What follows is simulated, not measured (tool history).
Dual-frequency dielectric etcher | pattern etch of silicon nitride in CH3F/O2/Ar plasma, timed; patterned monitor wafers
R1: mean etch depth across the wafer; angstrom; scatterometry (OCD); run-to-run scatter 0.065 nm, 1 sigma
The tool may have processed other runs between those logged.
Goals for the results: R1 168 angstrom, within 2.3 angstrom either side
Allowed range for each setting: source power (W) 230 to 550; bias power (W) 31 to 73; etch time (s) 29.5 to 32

run 1 hour=0 | source_power_(W)=390 bias_power_(W)=52 etch_time_(s)=32 | R1=184.66
run 2 hour=2.8 | source_power_(W)=370 bias_power_(W)=52 etch_time_(s)=32 | R1=178.12
run 3 hour=7 | source_power_(W)=410 bias_power_(W)=52 etch_time_(s)=32 | R1=190.56
run 4 hour=11.9 | source_power_(W)=410 bias_power_(W)=57 etch_time_(s)=32 | R1=196.34
run 5 hour=15.9 | source_power_(W)=390 bias_power_(W)=57 etch_time_(s)=32 | R1=189.51
run 6 hour=16.7 | source_power_(W)=390 bias_power_(W)=49 etch_time_(s)=32 | R1=179.66
run 7 hour=20 | source_power_(W)=380 bias_power_(W)=49 etch_time_(s)=32 | R1=177.4
run 8 hour=28.1 | source_power_(W)=370 bias_power_(W)=49 etch_time_(s)=32 | R1=173.34
run 9 hour=35.9 | source_power_(W)=340 bias_power_(W)=49 etch_time_(s)=32 | R1=163.43

Exercise: of the 4 proposed moves below, exactly one satisfies all targets within the stated allowed misses. Which move is it?
run A hour=43.7 | source_power_(W)=360 bias_power_(W)=54 etch_time_(s)=31.5 | R1=?
run B hour=43.7 | source_power_(W)=360 bias_power_(W)=53 etch_time_(s)=31.5 | R1=?
run C hour=43.7 | source_power_(W)=340 bias_power_(W)=56 etch_time_(s)=31 | R1=?
run D hour=43.7 | source_power_(W)=380 bias_power_(W)=54 etch_time_(s)=30.5 | R1=?

move=A R1=174.13
move=B R1=173
move=C R1=167.12
move=D R1=174.53
A: takes the result that was furthest off past its target
B: takes the result that was furthest off past its target
C: every result within its allowed miss
D: takes the result that was furthest off past its target
Correct choice: C, which meets every target

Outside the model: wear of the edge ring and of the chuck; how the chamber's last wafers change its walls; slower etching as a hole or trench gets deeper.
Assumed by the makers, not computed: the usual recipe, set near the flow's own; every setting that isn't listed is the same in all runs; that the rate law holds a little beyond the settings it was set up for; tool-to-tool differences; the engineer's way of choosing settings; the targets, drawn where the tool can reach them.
